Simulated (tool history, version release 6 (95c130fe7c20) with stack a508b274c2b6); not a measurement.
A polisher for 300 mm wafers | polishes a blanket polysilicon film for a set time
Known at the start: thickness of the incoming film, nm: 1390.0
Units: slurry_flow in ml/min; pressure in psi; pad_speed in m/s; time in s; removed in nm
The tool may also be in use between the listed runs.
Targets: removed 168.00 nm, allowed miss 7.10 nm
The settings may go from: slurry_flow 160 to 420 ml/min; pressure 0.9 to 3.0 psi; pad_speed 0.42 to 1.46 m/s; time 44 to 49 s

Run 1, hour 0.0: slurry_flow 270 ml/min, pressure 1.9 psi, pad_speed 0.94 m/s, time 49 s. Result: removed 231.73 nm.
Run 2, hour 8.2: slurry_flow 270 ml/min, pressure 1.8 psi, pad_speed 0.94 m/s, time 49 s. Result: removed 223.54 nm.
Run 3, hour 9.1: slurry_flow 270 ml/min, pressure 1.8 psi, pad_speed 0.94 m/s, time 49 s. Result: removed 224.86 nm.
Run 4, hour 10.5: slurry_flow 270 ml/min, pressure 1.7 psi, pad_speed 0.94 m/s, time 49 s. Result: removed 211.27 nm.
Run 5, hour 12.2: slurry_flow 270 ml/min, pressure 1.7 psi, pad_speed 0.94 m/s, time 49 s. Result: removed 208.29 nm.
Run 6, hour 12.8: slurry_flow 270 ml/min, pressure 1.6 psi, pad_speed 0.94 m/s, time 49 s. Result: removed 196.52 nm.
Run 7, hour 16.5: slurry_flow 270 ml/min, pressure 1.5 psi, pad_speed 0.94 m/s, time 49 s. Result: removed 191.29 nm.
Run 8, hour 21.6: slurry_flow 270 ml/min, pressure 1.5 psi, pad_speed 0.94 m/s, time 49 s. Result: removed 187.40 nm.

Which of these 5 next moves meets every target?
Run A, hour 26.7: slurry_flow 230 ml/min, pressure 1.4 psi, pad_speed 0.92 m/s, time 49 s. Result: removed ?.
Run B, hour 26.7: slurry_flow 275 ml/min, pressure 1.5 psi, pad_speed 1.02 m/s, time 49 s. Result: removed ?.
Run C, hour 26.7: slurry_flow 360 ml/min, pressure 1.9 psi, pad_speed 0.90 m/s, time 45 s. Result: removed ?.
Run D, hour 26.7: slurry_flow 220 ml/min, pressure 1.4 psi, pad_speed 1.20 m/s, time 47 s. Result: removed ?.
Run E, hour 26.7: slurry_flow 320 ml/min, pressure 1.6 psi, pad_speed 0.98 m/s, time 49 s. Result: removed ?.

move  removed
   A   166.57
   B   199.72
   C   208.19
   D   206.08
   E   206.80
A: meets every target
B: further off than the last run
C: further off than the last run
D: further off than the last run
E: further off than the last run
Move A is the one to make.
